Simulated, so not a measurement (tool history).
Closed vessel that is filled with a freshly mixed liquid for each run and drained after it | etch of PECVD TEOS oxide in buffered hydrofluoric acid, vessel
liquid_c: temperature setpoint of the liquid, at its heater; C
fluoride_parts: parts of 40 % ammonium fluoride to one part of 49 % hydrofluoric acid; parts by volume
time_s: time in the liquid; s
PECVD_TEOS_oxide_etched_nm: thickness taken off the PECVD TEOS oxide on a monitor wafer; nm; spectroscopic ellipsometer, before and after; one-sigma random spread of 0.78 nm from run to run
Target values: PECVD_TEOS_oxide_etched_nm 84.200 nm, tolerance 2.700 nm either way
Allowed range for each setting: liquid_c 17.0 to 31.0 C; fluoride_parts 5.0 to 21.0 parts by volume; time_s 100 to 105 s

run,hour,liquid_c,fluoride_parts,time_s,PECVD_TEOS_oxide_etched_nm
1,0.0,23.0,13.0,100,114.220
2,6.0,23.0,15.0,100,100.200
3,11.9,22.0,15.0,100,93.125
4,16.8,21.5,15.0,100,91.088
5,17.8,21.0,15.0,100,89.384
6,24.0,21.0,18.0,100,75.521
7,30.0,21.5,18.0,100,75.821
8,32.5,22.0,18.0,100,79.403

Which single option among these 4 for the next run brings every result within its allowed miss of target? Just one does.
A,35.0,20.5,18.0,100,?
B,35.0,22.5,17.5,100,?
C,35.0,22.5,20.0,100,?
D,35.0,21.5,19.5,105,?

move,PECVD_TEOS_oxide_etched_nm
A,73.176
B,84.217
C,73.812
D,75.123
A: lands further from the targets than the last run did
B: meets every target
C: lands further from the targets than the last run did
D: lands further from the targets than the last run did
B is the move that brings every result within its allowed miss.
